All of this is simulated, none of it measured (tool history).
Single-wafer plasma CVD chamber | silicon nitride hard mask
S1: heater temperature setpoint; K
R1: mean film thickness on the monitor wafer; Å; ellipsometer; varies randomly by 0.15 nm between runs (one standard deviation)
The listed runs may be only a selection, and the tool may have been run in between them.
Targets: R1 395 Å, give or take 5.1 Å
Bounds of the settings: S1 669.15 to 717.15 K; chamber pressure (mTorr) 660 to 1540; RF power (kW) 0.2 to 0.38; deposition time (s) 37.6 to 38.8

run 1 hour=0 | S1=693.15 chamber_pressure_(mTorr)=1100 RF_power_(kW)=0.29 deposition_time_(s)=37.6 | R1=369.5
run 2 hour=3.7 | S1=693.15 chamber_pressure_(mTorr)=1100 RF_power_(kW)=0.29 deposition_time_(s)=38.8 | R1=381.62
run 3 hour=11.4 | S1=693.15 chamber_pressure_(mTorr)=1100 RF_power_(kW)=0.29 deposition_time_(s)=37.6 | R1=371.36
run 4 hour=16.9 | S1=693.15 chamber_pressure_(mTorr)=1100 RF_power_(kW)=0.29 deposition_time_(s)=38.8 | R1=380.99
run 5 hour=21.4 | S1=693.15 chamber_pressure_(mTorr)=1120 RF_power_(kW)=0.29 deposition_time_(s)=38.8 | R1=386.36
run 6 hour=27.9 | S1=684.15 chamber_pressure_(mTorr)=1120 RF_power_(kW)=0.29 deposition_time_(s)=38.8 | R1=388.73
run 7 hour=30.2 | S1=684.15 chamber_pressure_(mTorr)=1130 RF_power_(kW)=0.29 deposition_time_(s)=38.8 | R1=387.5
run 8 hour=38.3 | S1=684.15 chamber_pressure_(mTorr)=1140 RF_power_(kW)=0.29 deposition_time_(s)=38.8 | R1=390.68

Which one of the following 4 next-run settings gets every result inside its allowed miss? There is exactly one.
run A hour=46.4 | S1=707.15 chamber_pressure_(mTorr)=1270 RF_power_(kW)=0.28 deposition_time_(s)=38.8 | R1=?
run B hour=46.4 | S1=681.15 chamber_pressure_(mTorr)=1030 RF_power_(kW)=0.31 deposition_time_(s)=38.2 | R1=?
run C hour=46.4 | S1=681.15 chamber_pressure_(mTorr)=1110 RF_power_(kW)=0.295 deposition_time_(s)=38.3 | R1=?
run D hour=46.4 | S1=688.15 chamber_pressure_(mTorr)=1140 RF_power_(kW)=0.285 deposition_time_(s)=38.4 | R1=?

move=A R1=395.49
move=B R1=383.54
move=C R1=386.01
move=D R1=383.03
A: hits every target within its allowed miss
B: the biggest miss grows against the last run
C: the biggest miss grows against the last run
D: the biggest miss grows against the last run
A meets every target.
